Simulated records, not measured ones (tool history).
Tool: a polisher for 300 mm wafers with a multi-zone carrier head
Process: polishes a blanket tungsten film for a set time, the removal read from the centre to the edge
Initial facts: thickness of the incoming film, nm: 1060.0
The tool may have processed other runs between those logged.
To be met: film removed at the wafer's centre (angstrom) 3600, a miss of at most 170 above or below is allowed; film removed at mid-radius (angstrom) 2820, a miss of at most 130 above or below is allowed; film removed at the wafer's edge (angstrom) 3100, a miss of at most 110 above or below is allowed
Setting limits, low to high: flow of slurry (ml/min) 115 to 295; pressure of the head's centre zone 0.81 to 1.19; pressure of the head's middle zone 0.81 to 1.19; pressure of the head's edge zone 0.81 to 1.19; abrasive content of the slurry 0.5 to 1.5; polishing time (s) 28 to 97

run	day	flow of slurry (ml/min)	pressure of the head's centre zone	pressure of the head's middle zone	pressure of the head's edge zone	abrasive content of the slurry	polishing time (s)	film removed at the wafer's centre (angstrom)	film removed at mid-radius (angstrom)	film removed at the wafer's edge (angstrom)
1	0	190	1	1	1	1	62	4281.5	4173.3	4169.2
2	0.033	190	1	1	1	0.85	62	4177.8	4060.1	4028.9
3	0.108	185	1.01	0.96	0.98	0.75	60	3890.6	3654.9	3765.9
4	0.304	185	1.01	0.96	0.98	0.85	60	3951.2	3708.3	3908.7
5	0.646	185	1.05	0.95	0.96	0.75	58	3959.4	3499.7	3665
6	0.808	185	1.05	0.95	0.92	0.75	58	3938.2	3502.8	3587.8
7	1	185	1.06	0.93	0.9	0.7	57	3818.1	3333.8	3395.4
8	1.129	185	1.06	0.93	0.9	0.7	57	3816.4	3292.9	3442.1
9	1.217	180	1.07	0.91	0.88	0.65	57	3747.3	3187.2	3303.7

Consider the 4 candidate settings below. Which is the only one whose results all fall within their allowed miss of target?
A	1.304	210	0.97	0.93	0.9	0.65	62	?	?	?
B	1.304	190	1.14	1.07	0.81	0.55	56	?	?	?
C	1.304	215	0.91	1.05	0.89	0.55	62	?	?	?
D	1.304	195	1.15	0.88	0.93	0.65	51	?	?	?

move	film removed at the wafer's centre (angstrom)	film removed at mid-radius (angstrom)	film removed at the wafer's edge (angstrom)
A	3846	3550.7	3752.9
B	3790.6	3447.1	3128.4
C	3553.9	3823.7	3624.5
D	3599.3	2759.1	3102.2
A: further off than the last run
B: further off than the last run
C: further off than the last run
D: all results land within tolerance of their targets
D is the move that brings every result within its allowed miss.
